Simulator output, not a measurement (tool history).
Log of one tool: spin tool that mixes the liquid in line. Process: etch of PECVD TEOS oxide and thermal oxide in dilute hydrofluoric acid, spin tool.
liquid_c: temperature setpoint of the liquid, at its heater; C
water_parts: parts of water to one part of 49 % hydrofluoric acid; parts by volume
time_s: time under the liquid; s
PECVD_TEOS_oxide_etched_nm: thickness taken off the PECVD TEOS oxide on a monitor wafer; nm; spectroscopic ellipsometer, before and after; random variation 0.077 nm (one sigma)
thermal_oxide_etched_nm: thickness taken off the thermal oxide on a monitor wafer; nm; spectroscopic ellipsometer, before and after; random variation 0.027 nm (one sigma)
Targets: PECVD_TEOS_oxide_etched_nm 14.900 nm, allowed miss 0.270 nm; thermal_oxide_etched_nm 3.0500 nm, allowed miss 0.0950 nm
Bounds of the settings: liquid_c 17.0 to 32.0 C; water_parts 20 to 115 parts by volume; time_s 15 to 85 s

Run 1, hour 0.0: liquid_c 24.0 C, water_parts 65 parts by volume, time_s 45 s. Result: PECVD_TEOS_oxide_etched_nm 18.097 nm, thermal_oxide_etched_nm 3.7657 nm.
Run 2, hour 7.3: liquid_c 24.0 C, water_parts 65 parts by volume, time_s 40 s. Result: PECVD_TEOS_oxide_etched_nm 16.044 nm, thermal_oxide_etched_nm 3.2626 nm.
Run 3, hour 13.4: liquid_c 23.5 C, water_parts 65 parts by volume, time_s 40 s. Result: PECVD_TEOS_oxide_etched_nm 15.682 nm, thermal_oxide_etched_nm 3.1843 nm.
Run 4, hour 16.9: liquid_c 23.5 C, water_parts 65 parts by volume, time_s 50 s. Result: PECVD_TEOS_oxide_etched_nm 19.673 nm, thermal_oxide_etched_nm 4.0541 nm.
At hour 18.5: hydrofluoric acid flow meter replaced.
Run 5, hour 18.5: liquid_c 23.5 C, water_parts 65 parts by volume, time_s 60 s. Result: PECVD_TEOS_oxide_etched_nm 21.773 nm, thermal_oxide_etched_nm 4.4473 nm.
Run 6, hour 26.5: liquid_c 22.0 C, water_parts 65 parts by volume, time_s 60 s. Result: PECVD_TEOS_oxide_etched_nm 20.252 nm, thermal_oxide_etched_nm 4.1223 nm.
Run 7, hour 33.1: liquid_c 21.0 C, water_parts 65 parts by volume, time_s 60 s. Result: PECVD_TEOS_oxide_etched_nm 19.607 nm, thermal_oxide_etched_nm 4.0354 nm.
Run 8, hour 34.7: liquid_c 20.0 C, water_parts 65 parts by volume, time_s 60 s. Result: PECVD_TEOS_oxide_etched_nm 18.674 nm, thermal_oxide_etched_nm 3.8340 nm.
Run 9, hour 36.9: liquid_c 19.5 C, water_parts 65 parts by volume, time_s 60 s. Result: PECVD_TEOS_oxide_etched_nm 18.248 nm, thermal_oxide_etched_nm 3.7234 nm.
Run 10, hour 37.8: liquid_c 19.5 C, water_parts 65 parts by volume, time_s 60 s. Result: PECVD_TEOS_oxide_etched_nm 18.409 nm, thermal_oxide_etched_nm 3.7344 nm.
Run 11, hour 43.6: liquid_c 19.0 C, water_parts 65 parts by volume, time_s 60 s. Result: PECVD_TEOS_oxide_etched_nm 17.990 nm, thermal_oxide_etched_nm 3.7410 nm.

Which of these 4 next moves meets every target?
Run A, hour 49.4: liquid_c 22.5 C, water_parts 85 parts by volume, time_s 55 s. Result: PECVD_TEOS_oxide_etched_nm ?, thermal_oxide_etched_nm ?.
Run B, hour 49.4: liquid_c 17.0 C, water_parts 45 parts by volume, time_s 50 s. Result: PECVD_TEOS_oxide_etched_nm ?, thermal_oxide_etched_nm ?.
Run C, hour 49.4: liquid_c 19.0 C, water_parts 75 parts by volume, time_s 55 s. Result: PECVD_TEOS_oxide_etched_nm ?, thermal_oxide_etched_nm ?.
Run D, hour 49.4: liquid_c 19.0 C, water_parts 65 parts by volume, time_s 50 s. Result: PECVD_TEOS_oxide_etched_nm ?, thermal_oxide_etched_nm ?.

move  PECVD_TEOS_oxide_etched_nm  thermal_oxide_etched_nm
   A                      14.219                   2.9175
   B                      20.295                   4.1643
   C                      14.108                   2.8948
   D                      14.968                   3.0713
A: takes the result that was furthest off past its target
B: further off than the last run
C: takes the result that was furthest off past its target
D: meets every target
Answer: D
